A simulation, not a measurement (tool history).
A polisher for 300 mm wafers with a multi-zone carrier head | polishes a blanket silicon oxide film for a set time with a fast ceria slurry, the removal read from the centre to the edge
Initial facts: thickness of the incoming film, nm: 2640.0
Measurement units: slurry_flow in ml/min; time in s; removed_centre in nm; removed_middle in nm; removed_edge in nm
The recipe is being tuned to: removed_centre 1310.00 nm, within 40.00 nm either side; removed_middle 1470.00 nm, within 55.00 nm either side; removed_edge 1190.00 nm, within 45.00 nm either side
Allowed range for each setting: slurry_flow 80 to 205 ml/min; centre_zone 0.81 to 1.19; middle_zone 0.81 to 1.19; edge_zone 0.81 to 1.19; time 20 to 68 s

| run | hour | slurry_flow | centre_zone | middle_zone | edge_zone | time | removed_centre | removed_middle | removed_edge |
|---|---|---|---|---|---|---|---|---|---|
| 1 | 0.0 | 135 | 1.00 | 1.00 | 1.00 | 44 | 879.52 | 885.94 | 863.88 |
| 2 | 1.3 | 135 | 1.00 | 1.00 | 1.08 | 44 | 874.11 | 887.87 | 896.31 |
| 3 | 9.6 | 145 | 1.01 | 1.03 | 1.07 | 46 | 928.64 | 966.73 | 933.12 |
| 4 | 17.7 | 150 | 1.03 | 1.06 | 1.07 | 48 | 994.53 | 1039.50 | 962.28 |
| 5 | 19.0 | 150 | 1.03 | 1.06 | 1.07 | 54 | 1136.60 | 1155.10 | 1080.90 |
| 6 | 26.5 | 140 | 1.03 | 1.06 | 1.07 | 54 | 1136.20 | 1156.50 | 1097.70 |
| 7 | 33.2 | 140 | 1.03 | 1.06 | 1.07 | 54 | 1116.80 | 1158.00 | 1103.70 |
| 8 | 35.2 | 145 | 1.04 | 1.08 | 1.07 | 55 | 1148.80 | 1185.30 | 1124.20 |
| 9 | 43.4 | 155 | 1.04 | 1.10 | 1.06 | 56 | 1196.50 | 1268.80 | 1140.40 |
| 10 | 44.3 | 160 | 1.05 | 1.11 | 1.06 | 56 | 1187.70 | 1307.00 | 1172.20 |

4 candidate next runs follow, results not yet known. Just one meets every target within its allowed miss. Identify it.
| A | 45.2 | 145 | 1.19 | 1.18 | 0.81 | 59 | ? | ? | ? |
| B | 45.2 | 190 | 1.16 | 1.19 | 0.83 | 59 | ? | ? | ? |
| C | 45.2 | 95 | 0.88 | 1.06 | 1.16 | 60 | ? | ? | ? |
| D | 45.2 | 170 | 1.04 | 1.18 | 0.95 | 60 | ? | ? | ? |

| move | removed_centre | removed_middle | removed_edge |
|---|---|---|---|
| A | 1406.60 | 1429.50 | 1065.10 |
| B | 1447.30 | 1507.40 | 1110.50 |
| C | 976.29 | 1203.80 | 1166.90 |
| D | 1308.20 | 1496.10 | 1172.40 |
A: the result that was furthest off in the last run now lies on the other side of its target
B: the result that was furthest off in the last run now lies on the other side of its target
C: the biggest miss grows against the last run
D: every result lands within tolerance
Go with D: it meets all targets.
